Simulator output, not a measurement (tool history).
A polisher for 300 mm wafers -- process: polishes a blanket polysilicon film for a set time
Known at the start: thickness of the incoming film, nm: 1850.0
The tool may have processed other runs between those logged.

run,hour,flow of slurry (ml/min),pressure of the wafer on the pad (kPa),speed of the pad under the wafer (cm/s),polishing time (s),film removed (nm)
1,0.0,185,19.3,124,44,425.93
2,2.2,185,16.5,122,44,363.52
3,10.4,185,14.5,120,44,313.87
4,15.5,185,17.2,120,44,378.79
5,21.6,185,15.2,118,44,323.13
6,22.1,185,13.8,118,44,290.50
7,29.6,185,13.1,118,44,283.65

Run 8 comes next. What will it give?
8,36.4,185,12.4,118,44,?

Logged for run 8: film removed (nm) 263.54.
